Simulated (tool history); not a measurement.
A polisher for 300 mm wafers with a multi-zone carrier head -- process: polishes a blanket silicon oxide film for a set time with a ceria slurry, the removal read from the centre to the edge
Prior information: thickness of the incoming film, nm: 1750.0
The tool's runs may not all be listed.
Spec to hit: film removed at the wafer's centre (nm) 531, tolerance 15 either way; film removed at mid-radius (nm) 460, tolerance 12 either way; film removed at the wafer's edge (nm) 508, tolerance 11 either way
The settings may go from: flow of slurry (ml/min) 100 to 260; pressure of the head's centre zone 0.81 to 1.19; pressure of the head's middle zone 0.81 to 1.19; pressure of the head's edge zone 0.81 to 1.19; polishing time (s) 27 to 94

run    day  flow of slurry (ml/min)  pressure of the head's centre zone  pressure of the head's middle zone  pressure of the head's edge zone  polishing time (s)  film removed at the wafer's centre (nm)  film removed at mid-radius (nm)  film removed at the wafer's edge (nm)
  1      0                      165                                   1                                   1                                 1                  60                                   339.13                           344.87                                 346.76
  2  0.058                      180                                1.04                                0.99                              1.05                  65                                   388.78                           371.54                                 382.53
  3  0.146                      185                                1.06                                0.98                              1.08                  70                                   427.03                           394.47                                  421.7
  4  0.229                      195                                1.08                                0.98                              1.11                  73                                   458.12                           418.24                                 447.97
  5  0.542                      195                                1.08                                0.98                              1.03                  73                                   456.61                           423.77                                 435.88
  6  0.833                      195                                1.08                                0.98                              1.03                  64                                   403.34                           366.99                                 376.82
  7  1.088                      195                                1.09                                0.98                              1.07                  69                                   440.07                           396.26                                 418.91
  8  1.238                      200                                 1.1                                0.99                               1.1                  72                                   469.22                           413.52                                 441.53
  9  1.275                      210                                 1.1                                0.99                              1.12                  74                                   479.31                           431.59                                 463.62

4 candidate next runs follow, results not yet known. Just one meets every target within its allowed miss. Identify it.
  A  1.312                      205                                1.11                                0.96                              1.15                  81                                        ?                                ?                                      ?
  B  1.312                      260                                1.03                                0.97                              1.08                  82                                        ?                                ?                                      ?
  C  1.312                      230                                 1.1                                0.83                              1.19                  80                                        ?                                ?                                      ?
  D  1.312                      245                                0.97                                0.98                              1.19                  78                                        ?                                ?                                      ?

move  film removed at the wafer's centre (nm)  film removed at mid-radius (nm)  film removed at the wafer's edge (nm)
   A                                   528.58                           466.87                                 503.01
   B                                   511.84                           490.42                                 503.41
   C                                      525                           414.51                                 511.91
   D                                   455.06                           467.58                                  500.8
A: every result lands within tolerance
B: brings the result that was furthest off to its target, and leaves another outside
C: brings the result that was furthest off to its target, and leaves another outside
D: brings the result that was furthest off to its target, and leaves another outside
A is the move that brings every result within its allowed miss.
